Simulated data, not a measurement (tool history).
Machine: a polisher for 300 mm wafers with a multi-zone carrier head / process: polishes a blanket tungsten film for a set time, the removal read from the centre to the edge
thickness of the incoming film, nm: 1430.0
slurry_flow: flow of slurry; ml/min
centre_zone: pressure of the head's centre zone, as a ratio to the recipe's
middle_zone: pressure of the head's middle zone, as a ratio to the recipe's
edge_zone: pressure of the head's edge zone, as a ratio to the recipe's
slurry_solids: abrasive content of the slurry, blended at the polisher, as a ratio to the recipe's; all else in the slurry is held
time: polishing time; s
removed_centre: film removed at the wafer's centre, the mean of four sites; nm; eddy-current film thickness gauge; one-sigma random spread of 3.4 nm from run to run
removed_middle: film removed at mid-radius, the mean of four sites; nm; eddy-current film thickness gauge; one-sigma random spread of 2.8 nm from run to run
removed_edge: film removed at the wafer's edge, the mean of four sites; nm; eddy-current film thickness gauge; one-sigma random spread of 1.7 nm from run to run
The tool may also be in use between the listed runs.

run	hour	slurry_flow	centre_zone	middle_zone	edge_zone	slurry_solids	time	removed_centre	removed_middle	removed_edge
1	0	190	1	1	1	1	42	314.93	311.48	308.05
2	7.9	190	1	0.92	1	1	42	313.01	286.36	311.12
3	13.7	190	0.95	0.92	1	1	42	297.69	290.14	307.51
4	20.3	185	0.99	0.9	0.95	0.9	42	301.8	278.91	289.31
5	29	185	0.99	0.9	0.95	1.05	42	322.56	284.16	308.94
6	35	155	0.99	0.9	0.95	1.05	42	314.47	283.45	301.56
7	40.3	160	1.02	0.88	0.93	0.95	41	302.09	265.74	282.16
8	45.4	160	1.02	0.88	0.93	0.95	41	294.86	262.96	285.54

What does the tool deliver on the next run?
9	53.6	170	1.06	0.87	0.89	0.9	41	?	?	?

Run 9 produced removed_centre 313.25 nm, removed_middle 256.78 nm, removed_edge 272.89 nm.
